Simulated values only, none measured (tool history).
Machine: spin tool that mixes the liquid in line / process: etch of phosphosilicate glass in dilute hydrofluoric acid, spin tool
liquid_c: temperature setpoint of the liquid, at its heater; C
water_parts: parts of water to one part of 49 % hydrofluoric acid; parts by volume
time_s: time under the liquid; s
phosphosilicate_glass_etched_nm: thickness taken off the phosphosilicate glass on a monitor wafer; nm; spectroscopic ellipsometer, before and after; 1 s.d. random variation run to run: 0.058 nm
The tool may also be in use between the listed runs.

| run | day | liquid_c | water_parts | time_s | phosphosilicate_glass_etched_nm |
|---|---|---|---|---|---|
| 1 | 0.000 | 24.0 | 205 | 15 | 4.5317 |
| 2 | 0.046 | 24.0 | 205 | 15 | 4.5053 |
| 3 | 0.150 | 26.0 | 200 | 15 | 5.0211 |
| 4 | 0.354 | 27.5 | 200 | 15 | 5.2080 |
| 5 | 0.567 | 27.5 | 145 | 15 | 7.7425 |
| 6 | 0.704 | 26.0 | 145 | 15 | 7.3507 |
| 7 | 0.788 | 25.0 | 145 | 15 | 7.1955 |
| 8 | 1.133 | 24.0 | 145 | 15 | 6.7506 |

Predict the results of run 9:
| 9 | 1.167 | 23.5 | 145 | 15 | ? |

{"run 9": {"phosphosilicate_glass_etched_nm": 6.6955}}
